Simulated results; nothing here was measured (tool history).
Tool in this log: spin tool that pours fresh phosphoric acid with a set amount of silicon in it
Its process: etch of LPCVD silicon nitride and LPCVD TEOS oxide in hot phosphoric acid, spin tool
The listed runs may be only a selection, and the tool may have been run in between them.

run  hour  temperature setpoint of the liquid (C)  silicon dissolved in the acid as it is poured (mg a litre)  time under the liquid (s)  thickness taken off the LPCVD silicon nitride on a monitor wafer (Å)  thickness taken off the LPCVD TEOS oxide on a monitor wafer (Å)
  1     0                                     163                                                          16                         85                                                                88.696                                                           2.5353
  2   6.7                                     162                                                          16                         85                                                                85.881                                                           2.7263
  3  10.8                                     162                                                          16                         60                                                                60.639                                                           1.7659
  4    12                                     162                                                          16                         90                                                                91.206                                                           2.6753
  5    18                                     163                                                          14                         90                                                                94.525                                                           2.9044
  6  20.9                                   163.5                                                          12                         90                                                                94.879                                                             3.42
  7  29.8                                     164                                                          12                         95                                                                101.89                                                           3.8111
  8  30.8                                   164.5                                                        12.5                         95                                                                105.13                                                           4.1094
  9  35.1                                     165                                                        13.5                         95                                                                 106.4                                                           4.1437
 10  36.4                                     165                                                        13.5                         95                                                                105.52                                                           3.6288
 11  41.8                                   165.5                                                          13                         95                                                                107.71                                                           4.7583
 12  48.7                                   165.5                                                        14.5                         95                                                                108.97                                                           3.3349

Run 13 has not been measured yet. What should we expect?
 13  55.5                                     166                                                          14                         95                                                                     ?                                                                ?

{"run 13": {"thickness taken off the LPCVD silicon nitride on a monitor wafer (Å)": 109.51, "thickness taken off the LPCVD TEOS oxide on a monitor wafer (Å)": 3.4426}}

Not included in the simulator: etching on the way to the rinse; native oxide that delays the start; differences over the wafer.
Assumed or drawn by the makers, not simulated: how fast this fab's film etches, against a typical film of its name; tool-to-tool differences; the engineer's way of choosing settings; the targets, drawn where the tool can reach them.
